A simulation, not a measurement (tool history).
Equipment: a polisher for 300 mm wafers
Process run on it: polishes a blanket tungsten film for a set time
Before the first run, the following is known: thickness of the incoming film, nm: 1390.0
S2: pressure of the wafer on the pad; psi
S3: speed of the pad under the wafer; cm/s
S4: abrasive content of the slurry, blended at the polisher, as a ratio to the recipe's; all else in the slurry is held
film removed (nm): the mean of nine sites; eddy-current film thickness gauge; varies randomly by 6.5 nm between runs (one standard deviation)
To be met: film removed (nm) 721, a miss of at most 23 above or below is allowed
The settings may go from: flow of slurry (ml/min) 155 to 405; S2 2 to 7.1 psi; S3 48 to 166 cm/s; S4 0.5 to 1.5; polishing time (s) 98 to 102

run 1 hour=0 | flow_of_slurry_(ml/min)=260 S2=4.5 S3=106 S4=1 polishing_time_(s)=98 | film_removed_(nm)=482.53
run 2 hour=4.8 | flow_of_slurry_(ml/min)=260 S2=4.5 S3=122 S4=1 polishing_time_(s)=98 | film_removed_(nm)=560.67
run 3 hour=13.2 | flow_of_slurry_(ml/min)=260 S2=4.7 S3=122 S4=1 polishing_time_(s)=98 | film_removed_(nm)=585.71
run 4 hour=19.4 | flow_of_slurry_(ml/min)=260 S2=4.8 S3=122 S4=1 polishing_time_(s)=98 | film_removed_(nm)=598.47
run 5 hour=20.1 | flow_of_slurry_(ml/min)=325 S2=4.8 S3=122 S4=1 polishing_time_(s)=98 | film_removed_(nm)=614.81
run 6 hour=28 | flow_of_slurry_(ml/min)=325 S2=4.9 S3=122 S4=1 polishing_time_(s)=98 | film_removed_(nm)=632.18
run 7 hour=32 | flow_of_slurry_(ml/min)=325 S2=5 S3=122 S4=1 polishing_time_(s)=98 | film_removed_(nm)=636.97
run 8 hour=36.3 | flow_of_slurry_(ml/min)=325 S2=5 S3=122 S4=1 polishing_time_(s)=98 | film_removed_(nm)=647.4
run 9 hour=37.1 | flow_of_slurry_(ml/min)=325 S2=5.1 S3=122 S4=1 polishing_time_(s)=98 | film_removed_(nm)=647.14
run 10 hour=41.8 | flow_of_slurry_(ml/min)=325 S2=5.2 S3=122 S4=1 polishing_time_(s)=98 | film_removed_(nm)=666.72
run 11 hour=46.2 | flow_of_slurry_(ml/min)=325 S2=5.3 S3=122 S4=1 polishing_time_(s)=98 | film_removed_(nm)=668.78
run 12 hour=50.2 | flow_of_slurry_(ml/min)=325 S2=5.4 S3=122 S4=1 polishing_time_(s)=98 | film_removed_(nm)=692.36
run 13 hour=51 | flow_of_slurry_(ml/min)=330 S2=5.5 S3=122 S4=1 polishing_time_(s)=98 | film_removed_(nm)=683.92
run 14 hour=52 | flow_of_slurry_(ml/min)=335 S2=5.5 S3=122 S4=1 polishing_time_(s)=98 | film_removed_(nm)=693.93

Which single option among these 4 for the next run brings every result within its allowed miss of target? Just one does.
run A hour=53 | flow_of_slurry_(ml/min)=355 S2=5.4 S3=120 S4=0.8 polishing_time_(s)=101 | film_removed_(nm)=?
run B hour=53 | flow_of_slurry_(ml/min)=370 S2=6.4 S3=98 S4=1.1 polishing_time_(s)=98 | film_removed_(nm)=?
run C hour=53 | flow_of_slurry_(ml/min)=325 S2=5.6 S3=114 S4=1 polishing_time_(s)=98 | film_removed_(nm)=?
run D hour=53 | flow_of_slurry_(ml/min)=360 S2=6 S3=118 S4=0.95 polishing_time_(s)=98 | film_removed_(nm)=?

move=A film_removed_(nm)=652.25
move=B film_removed_(nm)=683.57
move=C film_removed_(nm)=666.85
move=D film_removed_(nm)=731.65
A: further off than the last run
B: further off than the last run
C: further off than the last run
D: every result lands within tolerance
Correct choice: D, which meets every target
